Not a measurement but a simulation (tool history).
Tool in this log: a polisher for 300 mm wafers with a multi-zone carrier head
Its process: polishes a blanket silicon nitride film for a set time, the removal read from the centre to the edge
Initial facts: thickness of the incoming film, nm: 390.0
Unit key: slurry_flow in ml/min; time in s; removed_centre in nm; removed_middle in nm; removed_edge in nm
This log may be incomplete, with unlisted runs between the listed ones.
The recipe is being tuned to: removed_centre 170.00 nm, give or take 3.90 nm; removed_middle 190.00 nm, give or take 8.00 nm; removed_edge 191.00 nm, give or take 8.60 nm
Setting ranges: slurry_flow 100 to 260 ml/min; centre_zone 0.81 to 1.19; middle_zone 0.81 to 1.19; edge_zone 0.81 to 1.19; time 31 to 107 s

run	day	slurry_flow	centre_zone	middle_zone	edge_zone	time	removed_centre	removed_middle	removed_edge
1	0.000	165	1.00	1.00	1.00	69	136.61	158.90	151.63
2	0.154	190	1.00	1.00	1.00	69	140.75	163.04	158.47
3	0.496	210	1.00	1.00	1.00	69	143.64	169.55	158.82
4	0.592	210	1.05	1.00	1.00	69	152.62	161.55	156.93
5	0.617	220	1.05	1.01	1.04	71	156.40	173.84	167.44
6	0.779	225	1.06	1.01	1.07	72	161.72	177.87	172.93
# day 0.912: centre zone pressure recalibrated
7	0.912	230	1.06	1.01	1.10	73	178.94	174.07	179.23
8	1.267	225	1.03	1.02	1.11	74	175.50	181.73	179.55

Which one of the following 5 next-run settings gets every result inside its allowed miss? There is exactly one.
A	1.621	200	0.95	0.92	1.03	79	?	?	?
B	1.621	205	1.07	1.09	1.14	74	?	?	?
C	1.621	190	1.01	0.88	1.19	75	?	?	?
D	1.621	205	1.04	1.17	1.02	71	?	?	?
E	1.621	205	0.89	0.93	0.97	84	?	?	?

move	removed_centre	removed_middle	removed_edge
A	169.42	175.60	185.17
B	179.86	189.48	182.63
C	169.49	159.49	188.12
D	167.79	192.93	165.56
E	169.39	189.13	191.78
A: brings the result that was furthest off to its target, and leaves another outside
B: further off than the last run
C: brings the result that was furthest off to its target, and leaves another outside
D: brings the result that was furthest off to its target, and leaves another outside
E: all results land within tolerance of their targets
Answer: E

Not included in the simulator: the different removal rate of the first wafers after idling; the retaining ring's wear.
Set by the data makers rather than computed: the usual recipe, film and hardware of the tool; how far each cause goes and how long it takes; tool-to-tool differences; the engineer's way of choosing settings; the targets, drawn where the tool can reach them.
